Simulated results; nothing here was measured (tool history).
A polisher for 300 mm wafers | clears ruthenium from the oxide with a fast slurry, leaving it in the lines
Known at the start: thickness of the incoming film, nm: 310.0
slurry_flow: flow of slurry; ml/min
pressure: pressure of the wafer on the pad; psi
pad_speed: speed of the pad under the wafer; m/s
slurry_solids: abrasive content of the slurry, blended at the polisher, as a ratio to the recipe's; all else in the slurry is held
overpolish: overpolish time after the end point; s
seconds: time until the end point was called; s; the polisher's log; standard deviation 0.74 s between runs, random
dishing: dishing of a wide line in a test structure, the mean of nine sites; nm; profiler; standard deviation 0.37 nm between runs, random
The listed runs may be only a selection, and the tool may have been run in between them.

run,hour,slurry_flow,pressure,pad_speed,slurry_solids,overpolish,seconds,dishing
1,0.0,135,3.1,1.16,1.00,18,47.460,91.690
2,0.7,135,3.0,1.14,1.00,16,49.904,78.084
3,7.1,140,2.8,1.14,1.05,15,50.285,72.444
4,14.0,150,2.6,1.12,1.10,14,53.343,65.689
5,14.7,155,2.4,1.12,1.15,13,55.502,60.620
6,18.2,155,3.0,1.12,1.15,13,46.450,70.760

What will run 7 give?
7,23.7,160,2.8,1.12,1.20,12,?,?

Run 7 came out at seconds 48.041 s, dishing 64.625 nm.
